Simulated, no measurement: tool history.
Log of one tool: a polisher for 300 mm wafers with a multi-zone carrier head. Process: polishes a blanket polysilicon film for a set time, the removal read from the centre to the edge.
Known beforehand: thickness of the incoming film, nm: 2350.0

run,hour,flow of slurry (ml/min),pressure of the head's centre zone,pressure of the head's middle zone,pressure of the head's edge zone,polishing time (s),film removed at the wafer's centre (nm),film removed at mid-radius (nm),film removed at the wafer's edge (nm)
1,0.0,295,1.00,1.00,1.00,78,677.75,647.38,682.36
2,3.1,300,1.01,1.02,1.03,83,732.33,732.59,736.20
3,11.4,300,1.02,1.01,1.05,87,774.10,732.06,772.54
4,15.5,300,1.02,1.01,1.10,87,768.78,743.85,788.29
5,24.5,300,1.02,0.97,1.10,87,766.72,713.60,783.03
6,27.3,300,1.02,0.91,1.10,87,759.78,687.79,786.21
7,29.0,305,1.02,0.94,1.10,91,798.95,725.02,825.22
8,37.0,305,1.02,0.97,1.11,94,821.92,778.08,875.21
9,41.5,310,1.03,1.00,1.11,96,857.16,805.35,871.58

Forecast run 10:
10,45.2,310,1.03,1.02,1.11,98,?,?,?

Run 10 came out at film removed at the wafer's centre (nm) 873.18, film removed at mid-radius (nm) 845.91, film removed at the wafer's edge (nm) 894.16.
